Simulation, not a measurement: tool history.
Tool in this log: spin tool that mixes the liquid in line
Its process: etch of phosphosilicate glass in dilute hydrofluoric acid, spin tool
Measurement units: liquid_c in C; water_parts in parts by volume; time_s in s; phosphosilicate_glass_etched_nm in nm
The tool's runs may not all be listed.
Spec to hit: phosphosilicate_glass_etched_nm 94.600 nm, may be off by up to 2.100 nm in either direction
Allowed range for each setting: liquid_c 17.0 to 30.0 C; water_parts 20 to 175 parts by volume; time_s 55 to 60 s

run,hour,liquid_c,water_parts,time_s,phosphosilicate_glass_etched_nm
1,0.0,22.0,95,55,43.484
2,5.4,22.0,95,60,47.381
3,8.7,18.5,95,60,40.706
4,14.5,17.0,95,60,38.380
5,19.2,19.5,90,60,45.390
6,19.8,19.5,105,60,38.199
7,24.8,23.5,65,60,76.235
8,33.3,24.5,65,60,79.294
9,34.4,25.0,65,60,81.374

Which of these 4 next moves meets every target?
A,35.5,29.5,65,55,?
B,35.5,26.5,60,60,?
C,35.5,27.5,65,60,?
D,35.5,29.5,70,60,?

move,phosphosilicate_glass_etched_nm
A,88.665
B,93.767
C,89.436
D,89.156
A: moves toward the targets from the last run without getting all of them in spec
B: in spec on every target
C: moves toward the targets from the last run without getting all of them in spec
D: moves toward the targets from the last run without getting all of them in spec
Go with B: it meets all targets.
